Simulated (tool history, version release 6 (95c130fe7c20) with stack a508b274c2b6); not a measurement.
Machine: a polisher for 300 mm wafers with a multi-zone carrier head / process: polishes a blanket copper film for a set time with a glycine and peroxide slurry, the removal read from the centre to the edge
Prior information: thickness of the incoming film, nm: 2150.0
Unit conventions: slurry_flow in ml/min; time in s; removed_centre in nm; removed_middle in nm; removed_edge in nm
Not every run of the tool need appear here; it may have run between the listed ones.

run	hour	slurry_flow	centre_zone	middle_zone	edge_zone	time	removed_centre	removed_middle	removed_edge
1	0	125	1	1	1	87	440.93	451.97	469.29
2	3.5	125	1	1	1	104	522.36	536.82	548.03
3	6.9	125	1	1	0.95	104	524.83	529.57	542.75
4	10.3	140	1.03	0.94	0.96	104	558.27	517.06	558.33
5	12.8	150	1.06	0.9	0.96	104	581.66	511.65	555.67
6	15.6	150	1.06	0.9	0.88	104	579.14	502.91	533.89
7	16.2	155	1.08	0.87	0.93	104	594.02	496.5	548.79
8	24	160	1.1	0.85	0.96	104	615.36	490.28	550.37
9	28.4	165	1.1	0.84	0.99	105	617.54	493.12	568.3
10	35	170	1.11	0.83	1	105	626.38	490.03	576.13
# hour 40.7: centre zone pressure recalibrated
11	40.7	175	1.11	0.83	1.01	105	664.35	495.53	584.46

What does the tool deliver on the next run?
12	49	170	1.11	0.83	1.02	105	?	?	?

Run 12 yielded removed_centre 659 nm, removed_middle 492.65 nm, removed_edge 583.25 nm.

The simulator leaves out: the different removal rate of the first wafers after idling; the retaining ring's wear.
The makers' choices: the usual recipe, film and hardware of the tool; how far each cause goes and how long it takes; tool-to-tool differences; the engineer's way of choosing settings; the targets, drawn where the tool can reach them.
